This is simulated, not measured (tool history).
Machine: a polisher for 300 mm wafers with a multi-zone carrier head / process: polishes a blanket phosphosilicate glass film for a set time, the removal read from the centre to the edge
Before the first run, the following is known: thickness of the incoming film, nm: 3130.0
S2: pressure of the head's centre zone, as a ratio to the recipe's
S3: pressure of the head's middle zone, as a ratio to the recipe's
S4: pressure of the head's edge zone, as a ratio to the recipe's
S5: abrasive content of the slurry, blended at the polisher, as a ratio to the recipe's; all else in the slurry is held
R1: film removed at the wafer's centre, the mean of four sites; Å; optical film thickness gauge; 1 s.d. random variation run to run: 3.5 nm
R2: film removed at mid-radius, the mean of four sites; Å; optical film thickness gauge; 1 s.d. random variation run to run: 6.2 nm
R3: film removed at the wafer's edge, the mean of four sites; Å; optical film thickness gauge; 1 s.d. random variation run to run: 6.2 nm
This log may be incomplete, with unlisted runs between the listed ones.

Run 1, hour 0: flow of slurry (ml/min) 270, S2 1, S3 1, S4 1, S5 1, polishing time (s) 87. Result: R1 6558 Å, R2 6756.5 Å, R3 6648.8 Å.
Run 2, hour 3.4: flow of slurry (ml/min) 270, S2 1, S3 1, S4 1, S5 1.2, polishing time (s) 87. Result: R1 7024.7 Å, R2 7261.1 Å, R3 6984.1 Å.
Run 3, hour 4.8: flow of slurry (ml/min) 280, S2 1.03, S3 0.99, S4 0.96, S5 1.05, polishing time (s) 84. Result: R1 6756.3 Å, R2 6501.6 Å, R3 6298.4 Å.
Run 4, hour 7.5: flow of slurry (ml/min) 285, S2 1.04, S3 0.98, S4 0.93, S5 0.95, polishing time (s) 83. Result: R1 6507 Å, R2 6211.9 Å, R3 5871.3 Å.
Run 5, hour 10.5: flow of slurry (ml/min) 285, S2 1.04, S3 0.98, S4 0.93, S5 0.8, polishing time (s) 83. Result: R1 6001.1 Å, R2 5661.6 Å, R3 5430.9 Å.
Run 6, hour 15.3: flow of slurry (ml/min) 280, S2 1.04, S3 0.95, S4 0.9, S5 0.75, polishing time (s) 83. Result: R1 5854.5 Å, R2 5491.8 Å, R3 5219.7 Å.

Run 7 comes next. What will it give?
Run 7, hour 22.7: flow of slurry (ml/min) 275, S2 1.05, S3 0.92, S4 0.89, S5 0.7, polishing time (s) 83. Result: R1 ?, R2 ?, R3 ?.

{"run 7": {"R1": 5670.6, "R2": 5212.4, "R3": 5019.1}}

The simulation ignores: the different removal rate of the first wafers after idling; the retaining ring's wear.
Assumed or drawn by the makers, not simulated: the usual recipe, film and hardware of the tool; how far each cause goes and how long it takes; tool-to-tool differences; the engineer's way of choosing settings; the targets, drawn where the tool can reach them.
